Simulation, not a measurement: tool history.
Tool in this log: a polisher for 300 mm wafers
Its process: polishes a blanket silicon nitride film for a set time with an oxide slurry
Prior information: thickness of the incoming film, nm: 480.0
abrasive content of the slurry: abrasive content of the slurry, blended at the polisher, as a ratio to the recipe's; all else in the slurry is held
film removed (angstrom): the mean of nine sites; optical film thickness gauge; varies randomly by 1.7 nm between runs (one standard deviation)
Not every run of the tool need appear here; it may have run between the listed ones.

run  hour  flow of slurry (ml/min)  pressure of the wafer on the pad (kPa)  speed of the pad under the wafer (cm/s)  abrasive content of the slurry  polishing time (s)  film removed (angstrom)
  1   0.0                      240                                    32.4                                      116                             1.0                 114                   882.18
  2   8.2                      240                                    32.4                                      116                             1.0                 120                   906.38
  3  14.8                      240                                    32.4                                      116                             1.0                 114                   869.07
  4  19.8                      240                                    32.4                                      116                             1.0                 120                   921.08
  5  27.2                      240                                    32.4                                      116                             1.1                 120                   990.93
  6  28.2                      240                                    32.4                                      116                             1.1                 114                   945.31
  7  34.6                      240                                    34.5                                      116                             1.1                 114                   995.92

For run 8, what comes out?
  8  41.2                      240                                    35.9                                      116                             1.1                 114                        ?

{"run 8": {"film removed (angstrom)": 1039.3}}
